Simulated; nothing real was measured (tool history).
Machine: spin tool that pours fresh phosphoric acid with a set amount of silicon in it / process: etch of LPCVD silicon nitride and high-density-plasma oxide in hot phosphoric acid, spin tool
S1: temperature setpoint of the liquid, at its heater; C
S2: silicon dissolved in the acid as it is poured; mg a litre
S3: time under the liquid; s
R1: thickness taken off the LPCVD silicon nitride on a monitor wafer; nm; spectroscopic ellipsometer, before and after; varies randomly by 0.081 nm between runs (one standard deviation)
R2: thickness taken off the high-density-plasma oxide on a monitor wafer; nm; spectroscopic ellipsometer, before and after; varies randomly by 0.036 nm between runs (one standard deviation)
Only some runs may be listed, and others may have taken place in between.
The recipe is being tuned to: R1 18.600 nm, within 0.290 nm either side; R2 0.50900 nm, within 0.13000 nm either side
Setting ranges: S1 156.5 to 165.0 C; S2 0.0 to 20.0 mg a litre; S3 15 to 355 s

| run | hour | S1 | S2 | S3 | R1 | R2 |
|---|---|---|---|---|---|---|
| 1 | 0.0 | 160.0 | 9.0 | 180 | 13.560 | 0.26462 |
| 2 | 2.2 | 160.0 | 13.0 | 180 | 13.557 | 0.27090 |
| 3 | 7.6 | 160.5 | 13.0 | 185 | 14.264 | 0.25508 |
| 4 | 14.5 | 161.0 | 11.5 | 190 | 14.724 | 0.31895 |
| 5 | 16.9 | 163.0 | 11.5 | 190 | 15.843 | 0.35943 |
|  | 19.5 | heated supply line repaired |
| 6 | 19.5 | 161.0 | 11.5 | 190 | 16.649 | 0.34675 |
| 7 | 26.5 | 161.5 | 11.0 | 190 | 16.863 | 0.35937 |
| 8 | 31.8 | 162.5 | 11.0 | 190 | 17.420 | 0.44930 |
| 9 | 34.1 | 163.0 | 11.0 | 190 | 17.579 | 0.49648 |
| 10 | 39.2 | 164.5 | 16.0 | 195 | 18.966 | 0.44356 |
| 11 | 41.8 | 164.5 | 16.0 | 195 | 19.017 | 0.42891 |
| 12 | 42.9 | 164.5 | 15.5 | 195 | 19.178 | 0.40798 |

Pick the move, out of 4, that brings all results within their allowed miss; only one does.
| A | 44.0 | 163.5 | 9.5 | 195 | ? | ? |
| B | 44.0 | 164.5 | 14.0 | 200 | ? | ? |
| C | 44.0 | 163.0 | 5.5 | 215 | ? | ? |
| D | 44.0 | 163.5 | 20.0 | 210 | ? | ? |

| move | R1 | R2 |
|---|---|---|
| A | 18.450 | 0.47259 |
| B | 19.558 | 0.46973 |
| C | 20.009 | 0.54656 |
| D | 19.869 | 0.39150 |
A: every result within its allowed miss
B: misses by more than the last run did
C: misses by more than the last run did
D: misses by more than the last run did
So the answer is move A, the one that meets all the targets.
